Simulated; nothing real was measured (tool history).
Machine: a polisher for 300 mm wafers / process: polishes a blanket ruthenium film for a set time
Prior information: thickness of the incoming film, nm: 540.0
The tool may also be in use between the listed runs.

run,hour,flow of slurry (ml/min),pressure of the wafer on the pad (psi),speed of the pad under the wafer (m/s),polishing time (s),film removed (nm)
1,0,255,1.8,0.8,111,76.609
2,8,255,1.8,0.8,116,78.534
3,11.5,250,1.5,0.8,116,66.779
4,19.9,250,1.5,0.8,111,64.457
5,26.2,215,1.5,0.8,111,62.236
6,33.9,275,1.5,0.8,111,64.311
7,36.7,270,1.3,0.8,111,57.028
8,38,265,1.2,0.8,111,52.844

What will run 9 give?
9,44.4,260,1.1,0.8,111,?

film removed (nm): 48.313
